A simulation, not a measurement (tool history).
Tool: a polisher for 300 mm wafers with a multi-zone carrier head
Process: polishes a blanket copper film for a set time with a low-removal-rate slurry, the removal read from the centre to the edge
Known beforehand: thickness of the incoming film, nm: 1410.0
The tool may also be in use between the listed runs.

run,hour,flow of slurry (ml/min),pressure of the head's centre zone,pressure of the head's middle zone,pressure of the head's edge zone,abrasive content of the slurry,polishing time (s),film removed at the wafer's centre (Å),film removed at mid-radius (Å),film removed at the wafer's edge (Å)
1,0.0,220,1.00,1.00,1.00,1.00,76,2827.6,2944.6,2926.3
2,6.7,220,0.99,1.00,0.98,0.95,75,2693.1,2839.0,2749.9
3,8.2,215,0.97,0.99,0.96,0.90,75,2637.5,2766.3,2725.1
4,16.2,215,0.97,0.91,0.96,0.90,75,2630.3,2575.7,2713.4
5,20.0,215,0.97,0.91,0.96,1.10,75,2755.7,2685.5,2858.8
6,28.4,170,0.97,0.91,0.96,1.10,75,2650.0,2627.8,2714.5
7,33.9,165,0.95,0.91,0.95,1.05,75,2546.2,2560.2,2723.8

Forecast run 8:
8,38.9,165,0.94,0.92,0.94,1.00,74,?,?,?

Run 8 gave film removed at the wafer's centre (Å) 2479.0, film removed at mid-radius (Å) 2529.3, film removed at the wafer's edge (Å) 2601.8.
